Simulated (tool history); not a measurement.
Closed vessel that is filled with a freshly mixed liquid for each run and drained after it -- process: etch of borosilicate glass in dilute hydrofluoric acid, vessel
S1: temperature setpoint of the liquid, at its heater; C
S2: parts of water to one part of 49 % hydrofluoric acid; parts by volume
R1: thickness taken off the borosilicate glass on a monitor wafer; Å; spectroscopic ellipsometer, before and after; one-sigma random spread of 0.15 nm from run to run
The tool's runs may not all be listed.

{"run": 1, "day": 0.0, "S1": 20.0, "S2": 55, "time in the liquid (s)": 90, "R1": 447.24}
{"run": 2, "day": 0.358, "S1": 20.0, "S2": 55, "time in the liquid (s)": 95, "R1": 474.6}
{"run": 3, "day": 0.512, "S1": 20.0, "S2": 55, "time in the liquid (s)": 95, "R1": 476.45}
{"run": 4, "day": 0.558, "S1": 23.5, "S2": 55, "time in the liquid (s)": 95, "R1": 547.96}
{"run": 5, "day": 0.879, "S1": 22.5, "S2": 55, "time in the liquid (s)": 95, "R1": 529.26}
{"run": 6, "day": 1.242, "S1": 22.5, "S2": 55, "time in the liquid (s)": 90, "R1": 500.05}

For run 7, what comes out?
{"run": 7, "day": 1.425, "S1": 22.0, "S2": 55, "time in the liquid (s)": 90, "R1": "?"}

{"run 7": {"R1": 487.66}}
